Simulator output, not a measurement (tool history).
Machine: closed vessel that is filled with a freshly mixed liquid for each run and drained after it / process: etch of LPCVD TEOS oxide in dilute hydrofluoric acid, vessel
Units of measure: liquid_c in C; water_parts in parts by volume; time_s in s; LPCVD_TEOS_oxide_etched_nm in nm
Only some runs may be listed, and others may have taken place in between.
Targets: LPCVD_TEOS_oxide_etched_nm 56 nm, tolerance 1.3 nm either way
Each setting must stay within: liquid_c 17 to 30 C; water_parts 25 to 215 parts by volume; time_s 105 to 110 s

run  hour  liquid_c  water_parts  time_s  LPCVD_TEOS_oxide_etched_nm
  1     0        22          120     105                      25.998
  2   1.1      24.5          120     105                      28.219
  3   2.1      24.5          120     105                      28.717
  4   9.3        27          120     105                      31.436
  5  14.5      28.5          120     105                      33.076
  6  16.3      28.5          145     105                      26.371
  7  18.8        29          125     105                      32.254
  8  20.6        29          110     105                      37.253
  9  28.8        29          100     105                       41.78
 10    38        29           95     105                      44.533
 11  47.3        29           95     105                      44.257
     49.5  -- thermometer replaced
 12  49.5        30           70     105                      61.064
 13  55.9        30           70     105                      61.124

Of the 4 settings listed for the next run, only one would bring every result within its allowed miss of target. Which one?
  A  62.3        30           75     110                           ?
  B  62.3        28           70     105                           ?
  C  62.3      28.5           70     110                           ?
  D  62.3      29.5           70     105                           ?

move  LPCVD_TEOS_oxide_etched_nm
   A                      59.053
   B                      56.296
   C                      60.141
   D                      59.681
A: gains on the last run, yet a result remains outside its allowed miss
B: meets every target
C: gains on the last run, yet a result remains outside its allowed miss
D: gains on the last run, yet a result remains outside its allowed miss
B is the move that brings every result within its allowed miss.
